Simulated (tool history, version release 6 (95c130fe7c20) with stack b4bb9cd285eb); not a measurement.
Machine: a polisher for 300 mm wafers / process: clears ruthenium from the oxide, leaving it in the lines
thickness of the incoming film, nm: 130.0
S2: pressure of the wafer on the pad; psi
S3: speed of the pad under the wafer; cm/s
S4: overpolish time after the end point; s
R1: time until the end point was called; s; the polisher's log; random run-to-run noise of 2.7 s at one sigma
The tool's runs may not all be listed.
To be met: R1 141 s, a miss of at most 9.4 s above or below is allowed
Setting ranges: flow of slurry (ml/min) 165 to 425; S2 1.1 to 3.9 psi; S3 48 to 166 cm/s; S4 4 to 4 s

{"run": 1, "hour": 0.0, "flow of slurry (ml/min)": 275, "S2": 2.5, "S3": 106, "S4": 4, "R1": 102.55}
{"run": 2, "hour": 0.9, "flow of slurry (ml/min)": 275, "S2": 2.5, "S3": 106, "S4": 4, "R1": 102.81}
{"run": 3, "hour": 7.9, "flow of slurry (ml/min)": 275, "S2": 2.3, "S3": 104, "S4": 4, "R1": 109.98}
{"run": 4, "hour": 14.7, "flow of slurry (ml/min)": 275, "S2": 2.1, "S3": 102, "S4": 4, "R1": 123.13}
{"run": 5, "hour": 20.7, "flow of slurry (ml/min)": 275, "S2": 2.1, "S3": 128, "S4": 4, "R1": 99.154}
{"run": 6, "hour": 23.5, "flow of slurry (ml/min)": 275, "S2": 1.9, "S3": 126, "S4": 4, "R1": 115.62}
{"run": 7, "hour": 30.2, "flow of slurry (ml/min)": 275, "S2": 1.8, "S3": 126, "S4": 4, "R1": 119.51}
{"run": 8, "hour": 33.0, "flow of slurry (ml/min)": 275, "S2": 1.7, "S3": 126, "S4": 4, "R1": 126.11}

Consider the 5 candidate settings below. Which is the only one whose results all fall within their allowed miss of target?
{"run": "A", "hour": 35.8, "flow of slurry (ml/min)": 275, "S2": 1.6, "S3": 104, "S4": 4, "R1": "?"}
{"run": "B", "hour": 35.8, "flow of slurry (ml/min)": 270, "S2": 1.2, "S3": 128, "S4": 4, "R1": "?"}
{"run": "C", "hour": 35.8, "flow of slurry (ml/min)": 305, "S2": 1.4, "S3": 112, "S4": 4, "R1": "?"}
{"run": "D", "hour": 35.8, "flow of slurry (ml/min)": 295, "S2": 1.4, "S3": 136, "S4": 4, "R1": "?"}
{"run": "E", "hour": 35.8, "flow of slurry (ml/min)": 345, "S2": 1.1, "S3": 136, "S4": 4, "R1": "?"}

move=A R1=159.9
move=B R1=172.51
move=C R1=167.81
move=D R1=142.85
move=E R1=173.45
A: takes the result that was furthest off past its target
B: takes the result that was furthest off past its target
C: takes the result that was furthest off past its target
D: all results land within tolerance of their targets
E: takes the result that was furthest off past its target
Correct choice: D, which meets every target
